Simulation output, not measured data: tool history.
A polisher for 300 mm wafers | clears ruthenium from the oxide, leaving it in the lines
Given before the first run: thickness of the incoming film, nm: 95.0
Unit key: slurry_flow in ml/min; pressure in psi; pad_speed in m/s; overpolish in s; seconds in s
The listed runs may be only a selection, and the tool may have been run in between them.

{"run": 1, "hour": 0.0, "slurry_flow": 280, "pressure": 1.4, "pad_speed": 1, "overpolish": 35, "seconds": 125.26}
{"run": 2, "hour": 1.4, "slurry_flow": 280, "pressure": 1.7, "pad_speed": 1, "overpolish": 35, "seconds": 106.86}
{"run": 3, "hour": 5.6, "slurry_flow": 245, "pressure": 1.7, "pad_speed": 1, "overpolish": 35, "seconds": 107.27}
{"run": 4, "hour": 8.1, "slurry_flow": 245, "pressure": 1.6, "pad_speed": 1, "overpolish": 35, "seconds": 114.26}
{"run": 5, "hour": 16.2, "slurry_flow": 245, "pressure": 1.6, "pad_speed": 0.86, "overpolish": 35, "seconds": 133.19}
{"run": 6, "hour": 24.9, "slurry_flow": 245, "pressure": 1.5, "pad_speed": 0.86, "overpolish": 35, "seconds": 139.46}
{"run": 7, "hour": 30.2, "slurry_flow": 245, "pressure": 1.4, "pad_speed": 0.86, "overpolish": 35, "seconds": 146.66}

What does the tool deliver on the next run?
{"run": 8, "hour": 36.0, "slurry_flow": 245, "pressure": 1.3, "pad_speed": 0.86, "overpolish": 35, "seconds": "?"}

seconds: 157 s

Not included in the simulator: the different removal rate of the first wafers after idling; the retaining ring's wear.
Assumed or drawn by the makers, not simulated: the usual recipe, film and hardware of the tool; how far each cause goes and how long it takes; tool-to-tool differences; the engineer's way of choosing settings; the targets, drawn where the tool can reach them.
